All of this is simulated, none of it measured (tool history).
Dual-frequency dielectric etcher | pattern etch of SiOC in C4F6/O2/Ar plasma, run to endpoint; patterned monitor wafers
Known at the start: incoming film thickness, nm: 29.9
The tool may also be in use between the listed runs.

{"run": 1, "hour": 0.0, "bias power (W)": 579, "source power (W)": 330, "endpoint time (s)": 10.239}
{"run": 2, "hour": 3.8, "bias power (W)": 579, "source power (W)": 390, "endpoint time (s)": 9.47}
{"run": 3, "hour": 12.2, "bias power (W)": 544, "source power (W)": 370, "endpoint time (s)": 9.9933}
{"run": 4, "hour": 15.9, "bias power (W)": 515, "source power (W)": 360, "endpoint time (s)": 10.332}
{"run": 5, "hour": 22.3, "bias power (W)": 490, "source power (W)": 350, "endpoint time (s)": 10.744}
{"run": 6, "hour": 24.5, "bias power (W)": 469, "source power (W)": 340, "endpoint time (s)": 11.208}
{"run": 7, "hour": 27.7, "bias power (W)": 452, "source power (W)": 340, "endpoint time (s)": 11.244}

Run 8 comes next. What will it give?
{"run": 8, "hour": 33.2, "bias power (W)": 347, "source power (W)": 280, "endpoint time (s)": "?"}

Run 8 gave endpoint time (s) 13.7950.

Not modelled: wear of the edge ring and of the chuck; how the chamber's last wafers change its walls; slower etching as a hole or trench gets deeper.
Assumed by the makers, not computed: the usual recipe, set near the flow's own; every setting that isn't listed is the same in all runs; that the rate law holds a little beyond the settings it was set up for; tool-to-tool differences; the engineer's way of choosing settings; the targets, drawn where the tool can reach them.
